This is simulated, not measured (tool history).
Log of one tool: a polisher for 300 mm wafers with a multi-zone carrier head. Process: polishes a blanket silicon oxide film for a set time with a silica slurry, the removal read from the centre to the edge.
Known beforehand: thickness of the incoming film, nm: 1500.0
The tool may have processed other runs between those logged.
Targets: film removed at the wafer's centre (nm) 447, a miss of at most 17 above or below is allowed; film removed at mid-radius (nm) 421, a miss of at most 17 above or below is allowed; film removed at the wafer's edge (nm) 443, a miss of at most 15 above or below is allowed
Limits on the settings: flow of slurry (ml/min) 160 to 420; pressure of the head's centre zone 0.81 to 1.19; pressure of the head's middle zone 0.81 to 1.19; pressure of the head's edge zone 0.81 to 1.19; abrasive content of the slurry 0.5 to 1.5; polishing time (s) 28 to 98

run    day  flow of slurry (ml/min)  pressure of the head's centre zone  pressure of the head's middle zone  pressure of the head's edge zone  abrasive content of the slurry  polishing time (s)  film removed at the wafer's centre (nm)  film removed at mid-radius (nm)  film removed at the wafer's edge (nm)
  1      0                      270                                   1                                   1                                 1                               1                  63                                   269.62                           273.18                                 268.24
  2  0.317                      270                                   1                                1.04                                 1                               1                  63                                   270.37                           288.34                                 274.92
  3  0.638                      270                                1.01                                1.04                              1.02                            1.05                  64                                   280.58                           293.18                                 284.81
  4  0.938                      270                                1.03                                1.05                              1.04                             1.1                  66                                   304.45                           314.17                                 308.22
  5  1.021                      275                                1.05                                1.06                              1.06                            1.15                  67                                   326.45                           332.86                                 323.72
  6  1.096                      275                                1.06                                1.06                              1.07                             1.2                  68                                   337.48                           341.41                                 337.27
  7  1.167                      275                                1.06                                1.06                              1.07                             1.2                  68                                   341.12                           344.17                                 335.55
  8  1.196                      275                                1.06                                1.06                              1.08                            1.25                  69                                   350.17                           358.03                                 347.59
  9  1.462                      270                                1.07                                1.05                               1.1                             1.3                  70                                   367.56                           352.47                                 364.75
 10  1.783                      310                                 1.1                                1.14                              1.18                             1.5                  74                                   427.83                           431.27                                 428.52

Exactly one of the 5 candidate moves below puts every result within its allowed miss. Which one?
  A  2.104                      315                                1.03                                0.83                              1.19                             1.5                  82                                        ?                                ?                                      ?
  B  2.104                      230                                1.09                                1.16                              1.13                            1.45                  83                                        ?                                ?                                      ?
  C  2.104                      335                                1.12                                1.12                              1.12                             1.5                  73                                        ?                                ?                                      ?
  D  2.104                      300                                1.11                                1.05                              1.19                             1.2                  84                                        ?                                ?                                      ?
  E  2.104                      335                                0.95                                0.86                              1.19                             1.5                  81                                        ?                                ?                                      ?

move  film removed at the wafer's centre (nm)  film removed at mid-radius (nm)  film removed at the wafer's edge (nm)
   A                                   452.56                           364.12                                 476.62
   B                                   461.14                           465.11                                 449.15
   C                                   442.01                           419.03                                  411.4
   D                                   452.72                           410.48                                 440.93
   E                                   414.74                           372.58                                 472.68
A: brings the result that was furthest off to its target, and leaves another outside
B: brings the result that was furthest off to its target, and leaves another outside
C: brings the result that was furthest off to its target, and leaves another outside
D: meets every target
E: misses by more than the last run did
D is the move that brings every result within its allowed miss.

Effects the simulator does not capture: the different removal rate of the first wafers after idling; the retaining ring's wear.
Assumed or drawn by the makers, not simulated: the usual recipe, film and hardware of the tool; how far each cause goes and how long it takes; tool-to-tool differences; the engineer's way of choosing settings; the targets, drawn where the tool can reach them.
